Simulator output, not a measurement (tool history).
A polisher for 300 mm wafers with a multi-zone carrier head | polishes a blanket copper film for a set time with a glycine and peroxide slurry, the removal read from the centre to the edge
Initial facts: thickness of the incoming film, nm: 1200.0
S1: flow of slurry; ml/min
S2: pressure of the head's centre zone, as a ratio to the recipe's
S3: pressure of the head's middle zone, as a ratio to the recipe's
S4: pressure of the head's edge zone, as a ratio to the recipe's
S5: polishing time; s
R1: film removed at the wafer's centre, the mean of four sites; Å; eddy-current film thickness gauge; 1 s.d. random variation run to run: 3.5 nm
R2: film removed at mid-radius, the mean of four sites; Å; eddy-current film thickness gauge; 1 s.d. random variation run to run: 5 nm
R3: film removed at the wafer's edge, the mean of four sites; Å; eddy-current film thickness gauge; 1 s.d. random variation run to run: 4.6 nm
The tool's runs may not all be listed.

run,hour,S1,S2,S3,S4,S5,R1,R2,R3
1,0,130,1,1,1,64,4260.7,4292.5,4227.1
2,1.3,150,0.99,1.06,1.05,67,4615.9,4920.8,4703.6
3,4.9,165,0.99,1.1,1.07,68,4763.6,5288.5,4852.9
4,8.4,165,0.99,1.1,1.11,68,4746.4,5332.4,4976.2
5,15.1,165,0.92,1.1,1.11,68,4536.6,5306.3,4907
6,22.1,165,0.87,1.1,1.11,68,4373.9,5199.3,4842.5

What does the tool deliver on the next run?
7,26.7,190,0.97,1.19,1.18,72,?,?,?

R1: 5072.4 Å
R2: 6048.3 Å
R3: 5509.3 Å
